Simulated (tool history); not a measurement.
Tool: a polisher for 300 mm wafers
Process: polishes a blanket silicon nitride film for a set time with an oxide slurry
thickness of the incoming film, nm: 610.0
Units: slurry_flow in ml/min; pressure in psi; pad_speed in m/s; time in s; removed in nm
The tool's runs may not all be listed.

run 1 day=0 | slurry_flow=165 pressure=4.4 pad_speed=1.16 slurry_solids=1 time=44 | removed=33.804
run 2 day=0.058 | slurry_flow=165 pressure=4.4 pad_speed=1.16 slurry_solids=1 time=46 | removed=37.074
run 3 day=0.429 | slurry_flow=165 pressure=4.1 pad_speed=1.16 slurry_solids=1 time=46 | removed=32.948
run 4 day=0.679 | slurry_flow=165 pressure=3.9 pad_speed=1.16 slurry_solids=1 time=46 | removed=32.185
run 5 day=0.738 | slurry_flow=165 pressure=4.7 pad_speed=1.16 slurry_solids=1 time=46 | removed=39.272
run 6 day=0.979 | slurry_flow=145 pressure=4.7 pad_speed=1.16 slurry_solids=1 time=46 | removed=37.631
run 7 day=1.033 | slurry_flow=145 pressure=4.5 pad_speed=1.16 slurry_solids=1 time=46 | removed=36.359

The next listed run, before its measurement:
run 8 day=1.238 | slurry_flow=145 pressure=4.3 pad_speed=1.16 slurry_solids=1 time=46 | removed=?

removed: 34.326 nm
